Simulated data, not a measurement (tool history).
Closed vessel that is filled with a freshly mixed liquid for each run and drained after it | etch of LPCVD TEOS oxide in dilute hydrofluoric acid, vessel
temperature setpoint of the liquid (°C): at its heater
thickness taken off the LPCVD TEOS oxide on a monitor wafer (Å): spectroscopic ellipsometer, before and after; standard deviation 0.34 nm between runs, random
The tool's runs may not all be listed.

| run | hour | temperature setpoint of the liquid (°C) | parts of water to one part of 49 % hydrofluoric acid (parts by volume) | time in the liquid (s) | thickness taken off the LPCVD TEOS oxide on a monitor wafer (Å) |
|---|---|---|---|---|---|
| 1 | 0 | 26 | 170 | 85 | 238.78 |
| 2 | 1.9 | 28 | 160 | 85 | 273.2 |
| 3 | 3.3 | 31.5 | 160 | 85 | 304.82 |
| 4 | 11 | 31.5 | 210 | 85 | 221.21 |
| 5 | 12.4 | 31.5 | 210 | 85 | 217.93 |
| 6 | 21.2 | 31.5 | 210 | 85 | 216.36 |
| 7 | 22.3 | 31.5 | 210 | 85 | 222.04 |
| 8 | 25.1 | 32 | 185 | 85 | 263.63 |
| 9 | 33.9 | 32.5 | 170 | 85 | 301.54 |

What does the tool deliver on the next run?
| 10 | 35.8 | 33 | 160 | 85 | ? |

Run 10 measured thickness taken off the LPCVD TEOS oxide on a monitor wafer (Å) 321.74.
